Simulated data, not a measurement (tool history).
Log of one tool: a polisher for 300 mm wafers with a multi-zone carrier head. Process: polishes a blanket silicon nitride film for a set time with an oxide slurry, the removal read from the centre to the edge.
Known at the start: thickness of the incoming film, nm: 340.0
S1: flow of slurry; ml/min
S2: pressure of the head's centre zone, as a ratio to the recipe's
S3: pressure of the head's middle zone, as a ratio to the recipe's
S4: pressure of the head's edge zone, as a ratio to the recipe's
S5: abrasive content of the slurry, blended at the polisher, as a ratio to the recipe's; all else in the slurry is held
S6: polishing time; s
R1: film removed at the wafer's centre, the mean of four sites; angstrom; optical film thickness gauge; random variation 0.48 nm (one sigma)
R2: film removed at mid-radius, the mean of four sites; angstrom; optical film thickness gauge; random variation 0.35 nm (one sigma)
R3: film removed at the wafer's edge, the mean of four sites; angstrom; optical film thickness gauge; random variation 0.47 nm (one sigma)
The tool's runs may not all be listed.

run,day,S1,S2,S3,S4,S5,S6,R1,R2,R3
1,0,125,1,1,1,1,58,493.3,506.09,501.82
2,0.058,120,1.02,0.98,0.97,0.9,58,476.04,475.37,465.86
3,0.279,120,1.02,0.98,0.89,0.9,58,465.85,475.04,437.87
4,0.362,120,1.02,0.98,0.89,0.7,58,419.84,411.12,376.67
5,0.396,115,1.03,0.95,0.89,0.7,58,419.16,399.02,382.78
6,0.667,110,1.04,0.93,0.88,0.7,58,413.59,384.03,389.28
7,0.946,110,1.05,0.93,0.87,0.7,58,429.73,388.53,378.64

Forecast run 8:
8,1.188,105,1.05,0.92,0.86,0.7,58,?,?,?

Run 8 gave R1 412.42 angstrom, R2 379.94 angstrom, R3 370.95 angstrom.
